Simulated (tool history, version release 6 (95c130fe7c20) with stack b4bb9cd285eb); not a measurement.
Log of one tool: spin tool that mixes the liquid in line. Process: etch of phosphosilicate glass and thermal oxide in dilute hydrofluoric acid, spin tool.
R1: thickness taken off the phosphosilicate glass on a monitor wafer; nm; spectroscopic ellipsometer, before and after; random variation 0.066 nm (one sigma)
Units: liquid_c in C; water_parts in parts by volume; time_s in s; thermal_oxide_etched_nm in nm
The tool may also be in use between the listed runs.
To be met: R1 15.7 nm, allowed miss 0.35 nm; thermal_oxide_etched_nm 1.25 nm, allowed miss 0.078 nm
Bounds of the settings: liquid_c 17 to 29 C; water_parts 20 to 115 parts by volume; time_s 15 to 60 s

Run 1, hour 0: liquid_c 21 C, water_parts 65 parts by volume, time_s 30 s. Result: R1 25.221 nm, thermal_oxide_etched_nm 2.0461 nm.
Run 2, hour 8.6: liquid_c 19 C, water_parts 65 parts by volume, time_s 30 s. Result: R1 22.938 nm, thermal_oxide_etched_nm 1.8263 nm.
Run 3, hour 15.3: liquid_c 22 C, water_parts 65 parts by volume, time_s 30 s. Result: R1 26.126 nm, thermal_oxide_etched_nm 2.1123 nm.
Run 4, hour 22.1: liquid_c 22 C, water_parts 65 parts by volume, time_s 20 s. Result: R1 17.449 nm, thermal_oxide_etched_nm 1.4097 nm.
At hour 28.3: thermometer replaced.
Run 5, hour 28.3: liquid_c 22 C, water_parts 45 parts by volume, time_s 20 s. Result: R1 27.931 nm, thermal_oxide_etched_nm 2.1571 nm.
Run 6, hour 30.8: liquid_c 20.5 C, water_parts 50 parts by volume, time_s 20 s. Result: R1 23.291 nm, thermal_oxide_etched_nm 1.8492 nm.
Run 7, hour 34.9: liquid_c 19.5 C, water_parts 55 parts by volume, time_s 20 s. Result: R1 20.16 nm, thermal_oxide_etched_nm 1.5618 nm.
Run 8, hour 41.3: liquid_c 19 C, water_parts 60 parts by volume, time_s 20 s. Result: R1 18.004 nm, thermal_oxide_etched_nm 1.3905 nm.
Run 9, hour 43.9: liquid_c 18.5 C, water_parts 60 parts by volume, time_s 20 s. Result: R1 17.617 nm, thermal_oxide_etched_nm 1.3928 nm.
Run 10, hour 50.9: liquid_c 17 C, water_parts 65 parts by volume, time_s 20 s. Result: R1 15.22 nm, thermal_oxide_etched_nm 1.2021 nm.
Run 11, hour 57.7: liquid_c 17 C, water_parts 65 parts by volume, time_s 20 s. Result: R1 15.228 nm, thermal_oxide_etched_nm 1.2182 nm.

Which of these 4 next moves meets every target?
Run A, hour 64.5: liquid_c 18 C, water_parts 100 parts by volume, time_s 30 s. Result: R1 ?, thermal_oxide_etched_nm ?.
Run B, hour 64.5: liquid_c 18 C, water_parts 80 parts by volume, time_s 25 s. Result: R1 ?, thermal_oxide_etched_nm ?.
Run C, hour 64.5: liquid_c 19.5 C, water_parts 105 parts by volume, time_s 30 s. Result: R1 ?, thermal_oxide_etched_nm ?.
Run D, hour 64.5: liquid_c 18 C, water_parts 55 parts by volume, time_s 15 s. Result: R1 ?, thermal_oxide_etched_nm ?.

move      R1  thermal_oxide_etched_nm
   A  14.972                   1.1871
   B  15.937                   1.2636
   C  15.093                   1.1966
   D  14.303                    1.134
A: further off than the last run
B: meets every target
C: further off than the last run
D: further off than the last run
Answer: B
